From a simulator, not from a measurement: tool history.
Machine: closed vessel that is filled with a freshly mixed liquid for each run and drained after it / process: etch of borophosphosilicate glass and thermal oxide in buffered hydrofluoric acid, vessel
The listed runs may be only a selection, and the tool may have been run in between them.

| run | hour | temperature setpoint of the liquid (°C) | parts of 40 % ammonium fluoride to one part of 49 % hydrofluoric acid (parts by volume) | time in the liquid (s) | thickness taken off the borophosphosilicate glass on a monitor wafer (nm) | thickness taken off the thermal oxide on a monitor wafer (nm) |
|---|---|---|---|---|---|---|
| 1 | 0.0 | 22.0 | 10.5 | 60 | 68.067 | 60.638 |
| 2 | 8.5 | 22.0 | 8.0 | 60 | 86.982 | 75.848 |
| 3 | 9.6 | 21.5 | 8.5 | 60 | 79.761 | 70.038 |
| 4 | 18.7 | 24.5 | 8.5 | 60 | 91.608 | 82.121 |
| 5 | 20.9 | 23.5 | 9.0 | 60 | 82.780 | 74.014 |
| 6 | 25.6 | 22.0 | 9.0 | 60 | 76.247 | 67.216 |
| 7 | 33.7 | 22.0 | 9.0 | 60 | 76.019 | 67.258 |
| 8 | 35.2 | 21.5 | 9.5 | 60 | 72.005 | 62.920 |
| 9 | 36.0 | 21.0 | 10.0 | 60 | 67.464 | 59.663 |

Predict the results of run 10:
| 10 | 42.3 | 20.5 | 10.5 | 60 | ? | ? |

Run 10 gave thickness taken off the borophosphosilicate glass on a monitor wafer (nm) 63.132, thickness taken off the thermal oxide on a monitor wafer (nm) 56.156.
